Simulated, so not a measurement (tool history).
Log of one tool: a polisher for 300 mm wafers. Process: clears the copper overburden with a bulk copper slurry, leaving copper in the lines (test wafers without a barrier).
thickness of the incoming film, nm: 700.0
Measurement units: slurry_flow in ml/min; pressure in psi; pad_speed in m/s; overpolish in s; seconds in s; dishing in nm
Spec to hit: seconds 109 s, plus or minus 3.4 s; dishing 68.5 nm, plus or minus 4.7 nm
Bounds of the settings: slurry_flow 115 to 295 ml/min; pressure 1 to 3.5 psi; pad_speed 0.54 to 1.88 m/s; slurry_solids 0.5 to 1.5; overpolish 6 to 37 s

| run | hour | slurry_flow | pressure | pad_speed | slurry_solids | overpolish | seconds | dishing |
|---|---|---|---|---|---|---|---|---|
| 1 | 0 | 190 | 2.2 | 1.2 | 1 | 19 | 67.925 | 98.412 |
| 2 | 7 | 190 | 2.2 | 1.2 | 1 | 24 | 68.152 | 107.27 |
| 3 | 8.1 | 190 | 2 | 1.2 | 1 | 23 | 74.452 | 99.766 |
| 4 | 8.9 | 190 | 1.9 | 1.2 | 1 | 22 | 77.467 | 94.48 |
| 5 | 11.6 | 215 | 1.9 | 1.2 | 1 | 22 | 77.064 | 92.578 |
| 6 | 19.4 | 215 | 1.8 | 1.2 | 1 | 22 | 80.865 | 88.015 |
| 7 | 22.9 | 215 | 1.7 | 1.2 | 1 | 22 | 86.058 | 87.574 |
| 8 | 26.4 | 215 | 1.6 | 1.2 | 1 | 21 | 90.652 | 80.906 |
| 9 | 29 | 195 | 1.2 | 1.2 | 1 | 20 | 116.55 | 64.123 |
| 10 | 35.5 | 200 | 1.2 | 1.2 | 1 | 20 | 115.37 | 62.21 |
| 11 | 40.6 | 200 | 1.2 | 1.2 | 1 | 20 | 114.45 | 64.915 |
| 12 | 42.2 | 205 | 1.2 | 1.2 | 1 | 20 | 115.11 | 64.397 |

Pick the move, out of 5, that brings all results within their allowed miss; only one does.
| A | 43.8 | 200 | 1.5 | 1.08 | 0.95 | 16 | ? | ? |
| B | 43.8 | 195 | 1.1 | 1.24 | 1.05 | 24 | ? | ? |
| C | 43.8 | 150 | 1 | 1.3 | 1.35 | 24 | ? | ? |
| D | 43.8 | 135 | 1.5 | 1.1 | 0.95 | 19 | ? | ? |
| E | 43.8 | 235 | 1.1 | 1.12 | 1.5 | 22 | ? | ? |

| move | seconds | dishing |
|---|---|---|
| A | 107.14 | 60.018 |
| B | 119.51 | 69.78 |
| C | 120.59 | 68.27 |
| D | 109.52 | 66.678 |
| E | 120.98 | 65.659 |
A: gets the furthest-off result to its target, but another result is out of tolerance
B: lands further from the targets than the last run did
C: lands further from the targets than the last run did
D: each result inside its tolerance
E: lands further from the targets than the last run did
The right move is D.
